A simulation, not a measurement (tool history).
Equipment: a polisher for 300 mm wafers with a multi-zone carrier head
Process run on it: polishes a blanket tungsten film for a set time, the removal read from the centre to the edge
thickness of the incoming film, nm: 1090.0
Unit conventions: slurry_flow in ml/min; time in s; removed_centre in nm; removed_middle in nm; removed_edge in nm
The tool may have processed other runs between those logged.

run 1 hour=0 | slurry_flow=240 centre_zone=1 middle_zone=1 edge_zone=1 slurry_solids=1 time=89 | removed_centre=393.91 removed_middle=395.7 removed_edge=398.11
run 2 hour=5.9 | slurry_flow=240 centre_zone=1 middle_zone=1 edge_zone=1.07 slurry_solids=1 time=89 | removed_centre=392.62 removed_middle=386.55 removed_edge=413.82
run 3 hour=10.3 | slurry_flow=180 centre_zone=1 middle_zone=1 edge_zone=1.07 slurry_solids=1 time=89 | removed_centre=370.82 removed_middle=369.97 removed_edge=398.21
run 4 hour=17.6 | slurry_flow=175 centre_zone=0.99 middle_zone=1.02 edge_zone=1.07 slurry_solids=1 time=89 | removed_centre=369.64 removed_middle=381.75 removed_edge=394.94
run 5 hour=24.8 | slurry_flow=170 centre_zone=0.97 middle_zone=1.04 edge_zone=1.07 slurry_solids=1 time=89 | removed_centre=356.68 removed_middle=387.23 removed_edge=392.23
run 6 hour=31.6 | slurry_flow=170 centre_zone=0.96 middle_zone=1.05 edge_zone=1.07 slurry_solids=1 time=89 | removed_centre=355.39 removed_middle=383.52 removed_edge=397.38
run 7 hour=37.4 | slurry_flow=170 centre_zone=0.95 middle_zone=1.07 edge_zone=1.06 slurry_solids=1 time=89 | removed_centre=356 removed_middle=403.91 removed_edge=391.36
run 8 hour=45.5 | slurry_flow=170 centre_zone=0.94 middle_zone=1.08 edge_zone=1.06 slurry_solids=1 time=89 | removed_centre=351.58 removed_middle=400.12 removed_edge=393.68

What will run 9 give?
run 9 hour=54.5 | slurry_flow=170 centre_zone=0.93 middle_zone=1.09 edge_zone=1.06 slurry_solids=1 time=89 | removed_centre=? removed_middle=? removed_edge=?

Run 9 produced removed_centre 344.92 nm, removed_middle 399.22 nm, removed_edge 397.47 nm.
